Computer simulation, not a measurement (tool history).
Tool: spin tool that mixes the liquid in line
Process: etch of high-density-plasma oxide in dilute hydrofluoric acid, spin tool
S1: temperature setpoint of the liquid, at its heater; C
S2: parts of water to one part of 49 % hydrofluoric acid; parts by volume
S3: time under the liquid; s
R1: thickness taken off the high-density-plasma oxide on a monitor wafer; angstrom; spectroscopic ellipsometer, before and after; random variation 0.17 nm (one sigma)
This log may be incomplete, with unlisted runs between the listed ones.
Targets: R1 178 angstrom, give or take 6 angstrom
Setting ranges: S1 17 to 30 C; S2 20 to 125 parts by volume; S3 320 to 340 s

| run | hour | S1 | S2 | S3 | R1 |
|---|---|---|---|---|---|
| 1 | 0 | 22 | 70 | 320 | 421.64 |
| 2 | 1.1 | 25 | 70 | 320 | 472.18 |
| 3 | 2.9 | 25 | 70 | 340 | 509.37 |
| 4 | 10.8 | 25 | 70 | 320 | 469.43 |
| 5 | 12.1 | 23.5 | 80 | 320 | 390.32 |
| 6 | 15.3 | 23.5 | 80 | 340 | 405.7 |
|  | 18.2 | thermometer replaced |
| 7 | 18.2 | 22.5 | 90 | 340 | 308.99 |
| 8 | 22.5 | 22.5 | 90 | 340 | 306.84 |
| 9 | 31.3 | 21.5 | 95 | 340 | 279.96 |
| 10 | 33.6 | 20.5 | 100 | 340 | 255.89 |
| 11 | 36.9 | 20 | 105 | 340 | 239.81 |
| 12 | 43 | 19.5 | 110 | 340 | 219.02 |

Which single option among these 4 for the next run brings every result within its allowed miss of target? Just one does.
| A | 49.1 | 19.5 | 115 | 320 | ? |
| B | 49.1 | 19 | 115 | 320 | ? |
| C | 49.1 | 19.5 | 125 | 320 | ? |
| D | 49.1 | 22 | 110 | 330 | ? |

| move | R1 |
|---|---|
| A | 196.95 |
| B | 192.96 |
| C | 179.27 |
| D | 236.26 |
A: moves toward the targets from the last run without getting all of them in spec
B: moves toward the targets from the last run without getting all of them in spec
C: every result within its allowed miss
D: moves away from the targets compared with the last run
Move C is the one to make.

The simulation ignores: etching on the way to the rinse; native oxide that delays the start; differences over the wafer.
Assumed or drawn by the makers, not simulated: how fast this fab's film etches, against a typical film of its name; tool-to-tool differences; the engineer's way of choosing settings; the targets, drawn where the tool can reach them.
